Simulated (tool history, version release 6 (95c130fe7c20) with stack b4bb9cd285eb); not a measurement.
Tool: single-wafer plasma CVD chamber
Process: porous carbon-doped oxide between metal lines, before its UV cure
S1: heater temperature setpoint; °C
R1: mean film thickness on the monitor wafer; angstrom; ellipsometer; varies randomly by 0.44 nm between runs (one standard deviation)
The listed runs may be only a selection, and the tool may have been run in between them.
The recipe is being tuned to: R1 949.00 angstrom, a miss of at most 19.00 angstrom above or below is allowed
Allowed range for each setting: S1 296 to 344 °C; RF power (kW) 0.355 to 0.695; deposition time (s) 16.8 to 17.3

{"run": 1, "hour": 0.0, "S1": 320, "RF power (kW)": 0.525, "deposition time (s)": 16.8, "R1": 847.22}
{"run": 2, "hour": 7.2, "S1": 320, "RF power (kW)": 0.525, "deposition time (s)": 16.8, "R1": 853.13}
{"run": 3, "hour": 8.2, "S1": 316, "RF power (kW)": 0.53, "deposition time (s)": 16.8, "R1": 882.75}
{"run": 4, "hour": 9.6, "S1": 311, "RF power (kW)": 0.53, "deposition time (s)": 16.8, "R1": 897.74}
{"run": 5, "hour": 15.3, "S1": 317, "RF power (kW)": 0.53, "deposition time (s)": 16.8, "R1": 874.17}
{"run": 6, "hour": 22.6, "S1": 324, "RF power (kW)": 0.53, "deposition time (s)": 16.8, "R1": 831.3}
{"run": 7, "hour": 29.8, "S1": 320, "RF power (kW)": 0.535, "deposition time (s)": 16.8, "R1": 857.9}
{"run": 8, "hour": 31.1, "S1": 317, "RF power (kW)": 0.54, "deposition time (s)": 16.8, "R1": 874.04}
{"run": 9, "hour": 38.9, "S1": 314, "RF power (kW)": 0.545, "deposition time (s)": 16.8, "R1": 894.19}
{"run": 10, "hour": 42.9, "S1": 312, "RF power (kW)": 0.55, "deposition time (s)": 16.8, "R1": 914.44}

Next run, 5 choices. One meets every target within its allowed miss, the rest don't. Which?
{"run": "A", "hour": 46.9, "S1": 310, "RF power (kW)": 0.56, "deposition time (s)": 17.1, "R1": "?"}
{"run": "B", "hour": 46.9, "S1": 324, "RF power (kW)": 0.585, "deposition time (s)": 17.0, "R1": "?"}
{"run": "C", "hour": 46.9, "S1": 314, "RF power (kW)": 0.525, "deposition time (s)": 16.8, "R1": "?"}
{"run": "D", "hour": 46.9, "S1": 307, "RF power (kW)": 0.505, "deposition time (s)": 16.8, "R1": "?"}
{"run": "E", "hour": 46.9, "S1": 304, "RF power (kW)": 0.48, "deposition time (s)": 16.8, "R1": "?"}

move=A R1=948.83
move=B R1=899.60
move=C R1=880.29
move=D R1=894.13
move=E R1=883.27
A: every result within its allowed miss
B: the biggest miss grows against the last run
C: the biggest miss grows against the last run
D: the biggest miss grows against the last run
E: the biggest miss grows against the last run
A is the move that brings every result within its allowed miss.
